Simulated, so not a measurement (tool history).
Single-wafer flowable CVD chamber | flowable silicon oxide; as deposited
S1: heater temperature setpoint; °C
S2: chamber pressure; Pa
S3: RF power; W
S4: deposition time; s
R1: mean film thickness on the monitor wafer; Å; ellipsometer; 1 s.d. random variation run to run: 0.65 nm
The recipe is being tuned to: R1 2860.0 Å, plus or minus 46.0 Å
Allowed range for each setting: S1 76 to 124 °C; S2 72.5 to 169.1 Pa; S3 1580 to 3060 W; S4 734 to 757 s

Run 1, day 0.000: S1 100 °C, S2 120.8 Pa, S3 2320 W, S4 734 s. Result: R1 5590.1 Å.
Run 2, day 0.329: S1 100 °C, S2 120.8 Pa, S3 2445 W, S4 734 s. Result: R1 5657.5 Å.
Run 3, day 0.454: S1 100 °C, S2 120.8 Pa, S3 2445 W, S4 734 s. Result: R1 5659.4 Å.
Run 4, day 0.800: S1 102 °C, S2 120.8 Pa, S3 2445 W, S4 734 s. Result: R1 5230.9 Å.
Run 5, day 0.971: S1 102 °C, S2 128.9 Pa, S3 2445 W, S4 734 s. Result: R1 5563.9 Å.
Run 6, day 1.212: S1 104 °C, S2 128.9 Pa, S3 2445 W, S4 734 s. Result: R1 5162.0 Å.
Run 7, day 1.371: S1 106 °C, S2 128.9 Pa, S3 2445 W, S4 734 s. Result: R1 4784.5 Å.
Run 8, day 1.746: S1 118 °C, S2 128.7 Pa, S3 2445 W, S4 734 s. Result: R1 3103.8 Å.
Run 9, day 1.954: S1 119 °C, S2 128.7 Pa, S3 2445 W, S4 734 s. Result: R1 3012.6 Å.
Run 10, day 2.183: S1 120 °C, S2 128.7 Pa, S3 2445 W, S4 734 s. Result: R1 2930.3 Å.

Pick the move, out of 4, that brings all results within their allowed miss; only one does.
Run A, day 2.412: S1 122 °C, S2 130.5 Pa, S3 2350 W, S4 734 s. Result: R1 ?.
Run B, day 2.412: S1 124 °C, S2 132.9 Pa, S3 2495 W, S4 750 s. Result: R1 ?.
Run C, day 2.412: S1 120 °C, S2 128.4 Pa, S3 2720 W, S4 748 s. Result: R1 ?.
Run D, day 2.412: S1 116 °C, S2 112.5 Pa, S3 2160 W, S4 736 s. Result: R1 ?.

move      R1
   A  2767.0
   B  2730.8
   C  3000.2
   D  2869.2
A: moves the result that the last run missed by most past its target, out the other side
B: moves the result that the last run missed by most past its target, out the other side
C: moves away from the targets compared with the last run
D: all results in spec
Move D is the one to make.

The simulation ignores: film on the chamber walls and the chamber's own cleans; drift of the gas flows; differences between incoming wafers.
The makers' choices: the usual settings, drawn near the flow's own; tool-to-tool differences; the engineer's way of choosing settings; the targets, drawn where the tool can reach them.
